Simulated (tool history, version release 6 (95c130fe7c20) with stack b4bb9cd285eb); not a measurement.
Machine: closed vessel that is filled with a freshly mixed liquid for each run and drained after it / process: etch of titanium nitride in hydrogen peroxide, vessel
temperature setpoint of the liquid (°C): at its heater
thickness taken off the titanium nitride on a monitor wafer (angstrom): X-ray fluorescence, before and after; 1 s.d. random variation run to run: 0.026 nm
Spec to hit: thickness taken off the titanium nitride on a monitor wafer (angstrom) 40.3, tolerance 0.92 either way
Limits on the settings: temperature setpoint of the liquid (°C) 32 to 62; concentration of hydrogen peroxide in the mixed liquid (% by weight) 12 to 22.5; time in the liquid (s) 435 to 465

run    day  temperature setpoint of the liquid (°C)  concentration of hydrogen peroxide in the mixed liquid (% by weight)  time in the liquid (s)  thickness taken off the titanium nitride on a monitor wafer (angstrom)
  1      0                                       46                                                                  15.5                     435                                                                   78.74
  2  0.154                                     43.5                                                                  15.5                     435                                                                  66.152
  3  0.454                                     41.5                                                                  15.5                     435                                                                  57.063
  4  0.604                                     36.5                                                                  15.5                     435                                                                  38.494
  5  0.725                                       40                                                                  15.5                     435                                                                  50.405
  6  0.825                                       39                                                                  15.5                     435                                                                  46.676
  7  0.996                                     38.5                                                                  15.5                     435                                                                  44.619
  8   1.35                                       38                                                                  15.5                     435                                                                  43.475

4 next moves are on the table. One of them brings every result within its allowed miss. Which?
  A  1.704                                     37.5                                                                    16                     435                                                                       ?
  B  1.704                                     37.5                                                                  17.5                     435                                                                       ?
  C  1.704                                       38                                                                    14                     435                                                                       ?
  D  1.704                                       36                                                                  16.5                     465                                                                       ?

move  thickness taken off the titanium nitride on a monitor wafer (angstrom)
   A                                                                  42.115
   B                                                                  42.922
   C                                                                  42.577
   D                                                                  40.277
A: gains on the last run, yet a result remains outside its allowed miss
B: gains on the last run, yet a result remains outside its allowed miss
C: gains on the last run, yet a result remains outside its allowed miss
D: every result within its allowed miss
Go with D: it meets all targets.
